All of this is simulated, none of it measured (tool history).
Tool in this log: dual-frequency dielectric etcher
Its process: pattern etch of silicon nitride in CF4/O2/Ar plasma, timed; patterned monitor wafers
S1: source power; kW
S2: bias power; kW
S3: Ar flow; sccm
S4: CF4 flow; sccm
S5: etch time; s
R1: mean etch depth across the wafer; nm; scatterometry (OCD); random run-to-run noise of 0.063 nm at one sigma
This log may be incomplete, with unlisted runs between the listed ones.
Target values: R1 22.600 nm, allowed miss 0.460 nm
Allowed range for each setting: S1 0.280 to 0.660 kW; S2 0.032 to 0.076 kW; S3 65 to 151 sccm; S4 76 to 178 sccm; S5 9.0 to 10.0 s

Run 1, hour 0.0: S1 0.470 kW, S2 0.054 kW, S3 108 sccm, S4 127 sccm, S5 10.0 s. Result: R1 17.724 nm.
Run 2, hour 3.5: S1 0.470 kW, S2 0.054 kW, S3 108 sccm, S4 149 sccm, S5 10.0 s. Result: R1 18.000 nm.
Run 3, hour 11.2: S1 0.510 kW, S2 0.054 kW, S3 108 sccm, S4 149 sccm, S5 10.0 s. Result: R1 19.483 nm.
Run 4, hour 18.6: S1 0.530 kW, S2 0.054 kW, S3 108 sccm, S4 149 sccm, S5 10.0 s. Result: R1 20.156 nm.
Run 5, hour 20.2: S1 0.530 kW, S2 0.054 kW, S3 97 sccm, S4 149 sccm, S5 10.0 s. Result: R1 20.370 nm.
Run 6, hour 24.7: S1 0.550 kW, S2 0.054 kW, S3 97 sccm, S4 149 sccm, S5 10.0 s. Result: R1 21.206 nm.
Run 7, hour 25.4: S1 0.560 kW, S2 0.054 kW, S3 97 sccm, S4 149 sccm, S5 10.0 s. Result: R1 21.457 nm.
Run 8, hour 30.8: S1 0.570 kW, S2 0.054 kW, S3 97 sccm, S4 149 sccm, S5 10.0 s. Result: R1 21.854 nm.

Which single option among these 4 for the next run brings every result within its allowed miss of target? Just one does.
Run A, hour 36.2: S1 0.550 kW, S2 0.053 kW, S3 100 sccm, S4 148 sccm, S5 10.0 s. Result: R1 ?.
Run B, hour 36.2: S1 0.570 kW, S2 0.056 kW, S3 102 sccm, S4 155 sccm, S5 9.5 s. Result: R1 ?.
Run C, hour 36.2: S1 0.560 kW, S2 0.059 kW, S3 86 sccm, S4 173 sccm, S5 10.0 s. Result: R1 ?.
Run D, hour 36.2: S1 0.590 kW, S2 0.050 kW, S3 104 sccm, S4 135 sccm, S5 9.5 s. Result: R1 ?.

move      R1
   A  20.887
   B  20.976
   C  22.536
   D  20.584
A: further off than the last run
B: further off than the last run
C: meets every target
D: further off than the last run
The move that meets every target is C.
